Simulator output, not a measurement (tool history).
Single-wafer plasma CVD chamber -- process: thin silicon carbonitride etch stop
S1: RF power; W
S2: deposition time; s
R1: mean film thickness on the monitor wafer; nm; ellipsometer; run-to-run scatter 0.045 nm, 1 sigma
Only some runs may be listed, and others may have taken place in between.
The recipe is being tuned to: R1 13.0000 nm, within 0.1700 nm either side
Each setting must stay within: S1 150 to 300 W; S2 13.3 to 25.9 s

run 1 hour=0.0 | S1=225 S2=19.6 | R1=10.3320
run 2 hour=3.1 | S1=225 S2=18.2 | R1=9.5326
run 3 hour=5.1 | S1=230 S2=18.6 | R1=9.7965
run 4 hour=11.1 | S1=255 S2=18.6 | R1=10.0330
run 5 hour=12.5 | S1=280 S2=18.6 | R1=10.1990
run 6 hour=18.1 | S1=255 S2=18.6 | R1=9.9959
run 7 hour=19.5 | S1=260 S2=19.1 | R1=10.3390
run 8 hour=21.2 | S1=295 S2=22.2 | R1=12.3120
-- hour=23.5 RF generator calibrated
run 9 hour=23.5 | S1=295 S2=22.3 | R1=12.4560

Pick the move, out of 4, that brings all results within their allowed miss; only one does.
run A hour=25.8 | S1=275 S2=21.1 | R1=?
run B hour=25.8 | S1=290 S2=23.3 | R1=?
run C hour=25.8 | S1=300 S2=21.5 | R1=?
run D hour=25.8 | S1=290 S2=20.9 | R1=?

move=A R1=11.6420
move=B R1=12.9980
move=C R1=12.0800
move=D R1=11.6590
A: the biggest miss grows against the last run
B: hits every target within its allowed miss
C: the biggest miss grows against the last run
D: the biggest miss grows against the last run
B is the move that brings every result within its allowed miss.

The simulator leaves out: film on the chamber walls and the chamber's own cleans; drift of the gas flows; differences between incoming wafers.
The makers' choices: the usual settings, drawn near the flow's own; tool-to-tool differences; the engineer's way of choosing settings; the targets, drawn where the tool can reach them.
